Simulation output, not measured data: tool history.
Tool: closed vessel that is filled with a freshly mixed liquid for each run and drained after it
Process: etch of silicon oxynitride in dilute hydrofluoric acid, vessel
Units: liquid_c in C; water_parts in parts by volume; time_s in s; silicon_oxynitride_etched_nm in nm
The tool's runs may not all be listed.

run	day	liquid_c	water_parts	time_s	silicon_oxynitride_etched_nm
1	0	23	225	2880	17.341
2	0.325	25	220	2880	19.366
3	0.629	23	220	2880	17.526
4	1	23	250	2880	15.264
5	1.408	25	240	2880	17.33
6	1.712	23.5	240	2880	16.483
7	1.904	25.5	230	2880	18.81
8	2.079	27	225	2880	20.562
9	2.146	28	220	2880	21.9
10	2.217	29	215	2880	23.666
11	2.375	29.5	215	2880	24.33

The next listed run, before its measurement:
12	2.708	30	215	2880	?

Run 12 gave silicon_oxynitride_etched_nm 24.478 nm.
